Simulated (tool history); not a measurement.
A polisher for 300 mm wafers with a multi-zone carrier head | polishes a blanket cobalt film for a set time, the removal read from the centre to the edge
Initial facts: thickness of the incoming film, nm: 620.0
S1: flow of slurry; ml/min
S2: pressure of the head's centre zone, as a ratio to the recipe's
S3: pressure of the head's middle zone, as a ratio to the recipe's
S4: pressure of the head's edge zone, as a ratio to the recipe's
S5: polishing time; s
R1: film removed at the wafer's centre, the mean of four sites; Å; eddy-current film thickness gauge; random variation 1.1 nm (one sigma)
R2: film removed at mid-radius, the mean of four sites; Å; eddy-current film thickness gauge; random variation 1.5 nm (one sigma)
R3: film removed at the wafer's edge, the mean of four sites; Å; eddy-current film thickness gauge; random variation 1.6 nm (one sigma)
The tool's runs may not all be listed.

run 1 day=0.000 | S1=160 S2=1.00 S3=1.00 S4=1.00 S5=43 | R1=2041.3 R2=2112.0 R3=2149.1
run 2 day=0.083 | S1=135 S2=1.00 S3=1.00 S4=1.00 S5=43 | R1=1917.9 R2=2008.7 R3=2059.3
run 3 day=0.229 | S1=135 S2=1.00 S3=1.00 S4=0.97 S5=43 | R1=1951.9 R2=1997.5 R3=2030.9
run 4 day=0.379 | S1=135 S2=1.00 S3=0.94 S4=0.97 S5=43 | R1=1915.7 R2=1868.8 R3=2050.6
run 5 day=0.650 | S1=130 S2=1.03 S3=0.93 S4=0.92 S5=39 | R1=1782.2 R2=1713.5 R3=1814.2
run 6 day=1.025 | S1=160 S2=1.03 S3=0.93 S4=0.92 S5=39 | R1=1893.2 R2=1754.8 R3=1902.0
run 7 day=1.383 | S1=145 S2=1.06 S3=0.91 S4=0.88 S5=37 | R1=1796.5 R2=1626.0 R3=1746.8

Forecast run 8:
run 8 day=1.729 | S1=135 S2=1.09 S3=0.89 S4=0.86 S5=35 | R1=? R2=? R3=?

{"run 8": {"R1": 1721.1, "R2": 1472.6, "R3": 1608.4}}
